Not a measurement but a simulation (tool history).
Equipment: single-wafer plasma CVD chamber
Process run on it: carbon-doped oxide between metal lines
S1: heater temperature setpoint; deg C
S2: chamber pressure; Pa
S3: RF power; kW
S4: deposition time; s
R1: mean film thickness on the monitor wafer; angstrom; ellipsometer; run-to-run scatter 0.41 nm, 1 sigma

run  hour   S1   S2     S3     S4      R1
  1     0  335  840   0.44  11.72  621.48
  2   7.1  332  867   0.46  11.74  657.17
  3  13.9  338  867   0.46  11.74  642.05
  4  18.5  338  721   0.46  11.74  623.71
  5  25.2  327  721   0.46  11.74  653.87
  6  27.8  319  721   0.46  11.74  674.78
  7  32.7  318  756   0.47  11.75  700.82
  8  34.5  318  756   0.47  11.75   695.8
  9  39.3  317  793  0.475  11.76  715.02
 10  39.9  316  824   0.48  11.76  713.47
 11  46.5  315  827   0.49  11.77   733.2
 12  52.5  314  835  0.495  11.77   748.4
 13  54.8  314  843    0.5  11.77  754.47
 14  58.5  314  848    0.5  11.77  755.08
 15  62.4  314  853    0.5  11.77  754.78
 16  66.2  314  859    0.5  11.77  750.74

The next listed run, before its measurement:
 17  69.2  314  861  0.505  11.77   ?

R1: 757.49 angstrom
